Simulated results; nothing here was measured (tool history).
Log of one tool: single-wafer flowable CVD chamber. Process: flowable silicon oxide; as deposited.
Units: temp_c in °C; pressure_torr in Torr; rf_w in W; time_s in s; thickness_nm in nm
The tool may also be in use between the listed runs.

run	hour	temp_c	pressure_torr	rf_w	time_s	thickness_nm
1	0.0	100	0.869	1945	633	424.58
2	7.8	94	0.869	1945	633	529.90
3	8.6	94	0.869	1775	633	520.51
4	11.6	94	0.869	1775	633	519.14
5	12.8	94	0.869	1775	604	495.83
6	17.7	97	0.869	1775	604	442.25
7	25.9	99	0.869	1775	604	410.23

The next listed run, before its measurement:
8	26.7	100	0.869	1775	604	?

Run 8 gave thickness_nm 396.70 nm.
